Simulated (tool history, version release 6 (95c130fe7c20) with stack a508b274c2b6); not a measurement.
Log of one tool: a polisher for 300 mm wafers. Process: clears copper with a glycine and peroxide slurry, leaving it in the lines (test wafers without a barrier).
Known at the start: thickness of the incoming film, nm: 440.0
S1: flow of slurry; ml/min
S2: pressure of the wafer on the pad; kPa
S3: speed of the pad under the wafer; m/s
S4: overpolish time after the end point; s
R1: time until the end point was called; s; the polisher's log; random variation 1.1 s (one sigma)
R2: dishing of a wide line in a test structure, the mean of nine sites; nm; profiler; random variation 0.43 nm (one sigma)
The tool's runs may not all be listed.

run 1 day=0 | S1=235 S2=17.9 S3=0.76 S4=21 | R1=115.83 R2=49.689
run 2 day=0.117 | S1=235 S2=17.9 S3=0.92 S4=21 | R1=101.22 R2=56.922
run 3 day=0.317 | S1=235 S2=20.7 S3=0.92 S4=21 | R1=91.155 R2=61.251
run 4 day=0.492 | S1=260 S2=20.7 S3=0.82 S4=18 | R1=98.198 R2=52.346
run 5 day=0.829 | S1=205 S2=20.7 S3=0.82 S4=18 | R1=100.07 R2=50.961
run 6 day=1.029 | S1=190 S2=20.7 S3=0.76 S4=15 | R1=106.91 R2=43.582

Forecast run 7:
run 7 day=1.267 | S1=180 S2=20.7 S3=0.74 S4=13 | R1=? R2=?

{"run 7": {"R1": 109.43, "R2": 38.21}}
